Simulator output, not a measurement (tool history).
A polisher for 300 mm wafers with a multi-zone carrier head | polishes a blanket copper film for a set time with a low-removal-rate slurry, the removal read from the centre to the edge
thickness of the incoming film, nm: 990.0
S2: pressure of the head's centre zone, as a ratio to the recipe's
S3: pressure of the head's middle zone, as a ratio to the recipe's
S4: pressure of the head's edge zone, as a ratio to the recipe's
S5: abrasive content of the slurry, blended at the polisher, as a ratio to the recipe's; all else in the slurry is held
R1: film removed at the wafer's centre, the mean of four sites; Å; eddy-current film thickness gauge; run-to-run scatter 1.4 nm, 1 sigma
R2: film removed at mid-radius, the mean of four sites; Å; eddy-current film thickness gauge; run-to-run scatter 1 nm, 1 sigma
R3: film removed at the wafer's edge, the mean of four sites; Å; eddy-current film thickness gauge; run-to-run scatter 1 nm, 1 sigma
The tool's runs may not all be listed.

Run 1, hour 0: flow of slurry (ml/min) 255, S2 1, S3 1, S4 1, S5 1, polishing time (s) 47. Result: R1 1473 Å, R2 1455 Å, R3 1503.2 Å.
Run 2, hour 7.1: flow of slurry (ml/min) 255, S2 1, S3 1, S4 0.98, S5 0.95, polishing time (s) 45. Result: R1 1374.6 Å, R2 1374.7 Å, R3 1420.9 Å.
Run 3, hour 15.1: flow of slurry (ml/min) 255, S2 1, S3 1.07, S4 0.98, S5 0.95, polishing time (s) 45. Result: R1 1420.9 Å, R2 1456.9 Å, R3 1415.2 Å.
Run 4, hour 16.1: flow of slurry (ml/min) 255, S2 1, S3 1.15, S4 0.98, S5 0.95, polishing time (s) 45. Result: R1 1413.7 Å, R2 1522.5 Å, R3 1398 Å.
Run 5, hour 25.1: flow of slurry (ml/min) 255, S2 1, S3 1.15, S4 0.98, S5 0.75, polishing time (s) 45. Result: R1 1328.9 Å, R2 1443.1 Å, R3 1340.9 Å.
Run 6, hour 26.3: flow of slurry (ml/min) 255, S2 1, S3 1.15, S4 0.98, S5 0.85, polishing time (s) 45. Result: R1 1367.6 Å, R2 1496.8 Å, R3 1339.8 Å.
Run 7, hour 28.1: flow of slurry (ml/min) 255, S2 1.01, S3 1.14, S4 0.97, S5 0.8, polishing time (s) 43. Result: R1 1310.1 Å, R2 1395 Å, R3 1268.6 Å.
Run 8, hour 34.6: flow of slurry (ml/min) 255, S2 1.01, S3 1.14, S4 0.97, S5 0.8, polishing time (s) 43. Result: R1 1294.2 Å, R2 1365 Å, R3 1266.9 Å.
Run 9, hour 41.4: flow of slurry (ml/min) 255, S2 1.01, S3 1.13, S4 0.95, S5 0.75, polishing time (s) 42. Result: R1 1244.9 Å, R2 1307.4 Å, R3 1211.1 Å.
Run 10, hour 48.5: flow of slurry (ml/min) 255, S2 1.01, S3 1.12, S4 0.94, S5 0.7, polishing time (s) 41. Result: R1 1203.8 Å, R2 1260.3 Å, R3 1142 Å.
Run 11, hour 52: flow of slurry (ml/min) 250, S2 1, S3 1.09, S4 0.93, S5 0.65, polishing time (s) 41. Result: R1 1194.4 Å, R2 1222.8 Å, R3 1164.2 Å.
Run 12, hour 59.1: flow of slurry (ml/min) 250, S2 1, S3 1.08, S4 0.92, S5 0.65, polishing time (s) 40. Result: R1 1147.5 Å, R2 1187.4 Å, R3 1106.3 Å.
Run 13, hour 64.5: flow of slurry (ml/min) 250, S2 1, S3 1.08, S4 0.92, S5 0.65, polishing time (s) 40. Result: R1 1150.5 Å, R2 1176.5 Å, R3 1087.7 Å.
Run 14, hour 72.2: flow of slurry (ml/min) 245, S2 0.99, S3 1.06, S4 0.91, S5 0.65, polishing time (s) 40. Result: R1 1147 Å, R2 1172.7 Å, R3 1130.9 Å.
Run 15, hour 72.7: flow of slurry (ml/min) 245, S2 0.99, S3 1.06, S4 0.91, S5 0.65, polishing time (s) 39. Result: R1 1113.7 Å, R2 1168.9 Å, R3 1085.2 Å.
Run 16, hour 79.6: flow of slurry (ml/min) 245, S2 0.99, S3 1.05, S4 0.91, S5 0.65, polishing time (s) 38. Result: R1 1054.5 Å, R2 1087.7 Å, R3 1025.3 Å.
Run 17, hour 81.5: flow of slurry (ml/min) 245, S2 0.99, S3 1.04, S4 0.9, S5 0.65, polishing time (s) 38. Result: R1 1070.3 Å, R2 1108.1 Å, R3 1029.6 Å.
Run 18, hour 88: flow of slurry (ml/min) 245, S2 0.99, S3 1.03, S4 0.89, S5 0.65, polishing time (s) 38. Result: R1 1083.1 Å, R2 1095.9 Å, R3 1014.3 Å.
Run 19, hour 94.5: flow of slurry (ml/min) 245, S2 0.99, S3 1.02, S4 0.89, S5 0.65, polishing time (s) 38. Result: R1 1066.3 Å, R2 1088 Å, R3 1035.4 Å.
Run 20, hour 101.3: flow of slurry (ml/min) 245, S2 0.99, S3 1.01, S4 0.88, S5 0.65, polishing time (s) 38. Result: R1 1080.4 Å, R2 1085.7 Å, R3 1031 Å.

Estimate the outcome of run 21 from the log above:
Run 21, hour 108.9: flow of slurry (ml/min) 245, S2 0.99, S3 1, S4 0.88, S5 0.65, polishing time (s) 38. Result: R1 ?, R2 ?, R3 ?.

R1: 1087.7 Å
R2: 1062.8 Å
R3: 1028.9 Å

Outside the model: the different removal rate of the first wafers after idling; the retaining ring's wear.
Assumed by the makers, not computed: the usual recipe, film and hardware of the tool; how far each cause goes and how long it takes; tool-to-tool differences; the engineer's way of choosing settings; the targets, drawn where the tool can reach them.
